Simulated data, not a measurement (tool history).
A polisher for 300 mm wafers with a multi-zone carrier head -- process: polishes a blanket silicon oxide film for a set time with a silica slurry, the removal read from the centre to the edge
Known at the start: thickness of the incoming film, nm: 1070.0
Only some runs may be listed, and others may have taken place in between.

| run | day | flow of slurry (ml/min) | pressure of the head's centre zone | pressure of the head's middle zone | pressure of the head's edge zone | abrasive content of the slurry | polishing time (s) | film removed at the wafer's centre (nm) | film removed at mid-radius (nm) | film removed at the wafer's edge (nm) |
|---|---|---|---|---|---|---|---|---|---|---|
| 1 | 0 | 145 | 1 | 1 | 1 | 1 | 73 | 171.44 | 173.64 | 170.9 |
| 2 | 0.296 | 145 | 1 | 1 | 1 | 1 | 57 | 133.13 | 136.57 | 133.75 |
| 3 | 0.362 | 145 | 1 | 1 | 1.06 | 1 | 57 | 131.12 | 135.22 | 134.45 |
| 4 | 0.583 | 145 | 1.06 | 1 | 1.06 | 1 | 57 | 141.18 | 139.07 | 138.66 |
| 5 | 0.95 | 145 | 1.06 | 1 | 1.06 | 0.8 | 57 | 123 | 119.49 | 122.18 |
| 6 | 1.05 | 155 | 1.04 | 1.04 | 1.09 | 0.85 | 57 | 127.85 | 125.55 | 127.59 |
| 7 | 1.408 | 150 | 1.01 | 1.07 | 1.09 | 0.95 | 57 | 130.86 | 135.34 | 136.04 |

Run 8 is up next; what results do you expect?
| 8 | 1.592 | 150 | 0.99 | 1.11 | 1.06 | 1 | 57 | ? | ? | ? |

{"run 8": {"film removed at the wafer's centre (nm)": 136.01, "film removed at mid-radius (nm)": 145.28, "film removed at the wafer's edge (nm)": 137.15}}

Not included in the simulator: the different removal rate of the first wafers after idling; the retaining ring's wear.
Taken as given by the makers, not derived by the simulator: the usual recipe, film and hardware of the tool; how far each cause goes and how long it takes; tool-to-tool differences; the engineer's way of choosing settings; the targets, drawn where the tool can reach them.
